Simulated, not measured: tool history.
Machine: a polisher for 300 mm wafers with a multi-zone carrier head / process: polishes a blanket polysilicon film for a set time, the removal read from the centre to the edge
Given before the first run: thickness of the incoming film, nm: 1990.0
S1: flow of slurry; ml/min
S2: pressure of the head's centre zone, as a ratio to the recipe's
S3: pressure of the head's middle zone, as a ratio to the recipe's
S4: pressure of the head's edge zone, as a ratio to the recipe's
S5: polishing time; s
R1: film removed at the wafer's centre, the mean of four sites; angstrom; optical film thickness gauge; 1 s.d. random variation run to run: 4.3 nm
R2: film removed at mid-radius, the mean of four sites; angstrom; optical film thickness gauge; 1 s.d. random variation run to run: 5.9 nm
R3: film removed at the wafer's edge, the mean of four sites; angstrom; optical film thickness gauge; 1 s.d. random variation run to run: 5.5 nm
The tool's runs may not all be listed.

Run 1, hour 0: S1 275 ml/min, S2 1, S3 1, S4 1, S5 72 s. Result: R1 7893 angstrom, R2 7834.4 angstrom, R3 7802.4 angstrom.
Run 2, hour 3.5: S1 275 ml/min, S2 0.97, S3 1, S4 1, S5 72 s. Result: R1 7590.2 angstrom, R2 7604.2 angstrom, R3 7909.4 angstrom.
Run 3, hour 11.6: S1 245 ml/min, S2 0.97, S3 1, S4 1, S5 72 s. Result: R1 7383.4 angstrom, R2 7453.7 angstrom, R3 7592.8 angstrom.
Run 4, hour 20.5: S1 245 ml/min, S2 0.97, S3 1, S4 1, S5 65 s. Result: R1 6852.4 angstrom, R2 6862.6 angstrom, R3 7096.1 angstrom.
Run 5, hour 24.9: S1 220 ml/min, S2 0.99, S3 0.99, S4 0.95, S5 55 s. Result: R1 5805.3 angstrom, R2 5843 angstrom, R3 5851.7 angstrom.
Run 6, hour 31.6: S1 220 ml/min, S2 1.07, S3 0.99, S4 0.95, S5 55 s. Result: R1 6317.8 angstrom, R2 5773.2 angstrom, R3 5704.3 angstrom.

The next listed run, before its measurement:
Run 7, hour 36.2: S1 220 ml/min, S2 1.07, S3 0.99, S4 0.95, S5 55 s. Result: R1 ?, R2 ?, R3 ?.

R1: 6365 angstrom
R2: 5852.7 angstrom
R3: 5743 angstrom
